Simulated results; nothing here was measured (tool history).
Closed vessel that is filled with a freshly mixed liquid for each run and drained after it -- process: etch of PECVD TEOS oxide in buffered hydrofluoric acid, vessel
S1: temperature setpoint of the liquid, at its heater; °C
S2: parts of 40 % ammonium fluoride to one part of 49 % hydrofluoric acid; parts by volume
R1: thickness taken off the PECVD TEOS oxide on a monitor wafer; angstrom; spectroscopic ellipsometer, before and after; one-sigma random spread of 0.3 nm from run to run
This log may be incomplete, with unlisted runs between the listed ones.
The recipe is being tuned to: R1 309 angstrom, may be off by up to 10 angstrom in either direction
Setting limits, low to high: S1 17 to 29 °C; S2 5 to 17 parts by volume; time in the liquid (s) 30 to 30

run 1 hour=0 | S1=21 S2=10.5 time_in_the_liquid_(s)=30 | R1=416.65
run 2 hour=1.3 | S1=21 S2=10.5 time_in_the_liquid_(s)=30 | R1=401.47
run 3 hour=9.6 | S1=20 S2=10.5 time_in_the_liquid_(s)=30 | R1=391.29
run 4 hour=14.8 | S1=19 S2=11 time_in_the_liquid_(s)=30 | R1=356.04
run 5 hour=20.6 | S1=18.5 S2=11 time_in_the_liquid_(s)=30 | R1=351.33
run 6 hour=29.3 | S1=18.5 S2=11 time_in_the_liquid_(s)=30 | R1=341.67
run 7 hour=34.8 | S1=18 S2=11 time_in_the_liquid_(s)=30 | R1=336.08
run 8 hour=39.3 | S1=17.5 S2=11 time_in_the_liquid_(s)=30 | R1=331.64

Pick the move, out of 5, that brings all results within their allowed miss; only one does.
run A hour=43.8 | S1=17 S2=12.5 time_in_the_liquid_(s)=30 | R1=?
run B hour=43.8 | S1=18.5 S2=12.5 time_in_the_liquid_(s)=30 | R1=?
run C hour=43.8 | S1=17 S2=12 time_in_the_liquid_(s)=30 | R1=?
run D hour=43.8 | S1=18.5 S2=11.5 time_in_the_liquid_(s)=30 | R1=?
run E hour=43.8 | S1=19 S2=11.5 time_in_the_liquid_(s)=30 | R1=?

move=A R1=280.67
move=B R1=305.65
move=C R1=292.09
move=D R1=331.58
move=E R1=341.07
A: takes the biggest miss from the last run beyond its target
B: every result within its allowed miss
C: takes the biggest miss from the last run beyond its target
D: as far off as the last run
E: misses by more than the last run did
B is the move that brings every result within its allowed miss.

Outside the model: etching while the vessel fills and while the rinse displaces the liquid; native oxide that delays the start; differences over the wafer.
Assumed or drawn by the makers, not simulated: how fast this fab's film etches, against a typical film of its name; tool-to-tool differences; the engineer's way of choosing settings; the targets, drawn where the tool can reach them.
